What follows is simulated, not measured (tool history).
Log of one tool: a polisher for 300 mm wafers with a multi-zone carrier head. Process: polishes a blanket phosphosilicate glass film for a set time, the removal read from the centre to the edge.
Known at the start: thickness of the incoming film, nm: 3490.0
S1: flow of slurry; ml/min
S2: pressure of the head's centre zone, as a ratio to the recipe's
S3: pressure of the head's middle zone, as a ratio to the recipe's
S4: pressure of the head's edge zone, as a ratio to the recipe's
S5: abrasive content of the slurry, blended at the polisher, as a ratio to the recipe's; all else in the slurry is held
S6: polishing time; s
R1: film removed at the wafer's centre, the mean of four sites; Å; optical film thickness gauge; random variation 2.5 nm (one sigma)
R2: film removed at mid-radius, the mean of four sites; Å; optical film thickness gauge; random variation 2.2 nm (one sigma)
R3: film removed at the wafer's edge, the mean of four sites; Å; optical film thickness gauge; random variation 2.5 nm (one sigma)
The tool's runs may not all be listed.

run  hour   S1    S2  S3    S4    S5  S6      R1      R2      R3
  1     0  215     1   1     1     1  33  4014.2  4011.1    4054
  2     7  215     1   1     1     1  29  3532.6  3482.1  3547.7
  3  11.3  215     1   1     1   1.2  29  3777.5  3786.6  3820.4
  4  17.2  215     1   1     1  1.05  29    3609  3576.6  3655.5
  5  23.7  205  0.97   1  0.96     1  29  3390.4  3480.2  3438.6
  6  27.1  195  0.95   1  0.94     1  29  3251.6  3484.9  3405.8
  7  32.5  185  0.94   1  0.92     1  29  3250.6  3420.6  3382.8
  8  40.3  180  0.93   1   0.9     1  29  3206.9  3422.5  3329.8
  9  41.8  175  0.92   1  0.88     1  29  3174.3  3434.5  3319.8
 10    50  170  0.91   1  0.87     1  29  3174.8  3433.3  3235.1
 11  57.9  165   0.9   1  0.87     1  29  3061.7  3412.3  3288.2
 12  61.7  160   0.9   1  0.86     1  29  3043.5  3385.3    3210

Forecast run 13:
 13  65.8  155  0.9   1  0.86   1  29   ?   ?   ?

Run 13 gave R1 3085.3 Å, R2 3363.8 Å, R3 3203 Å.
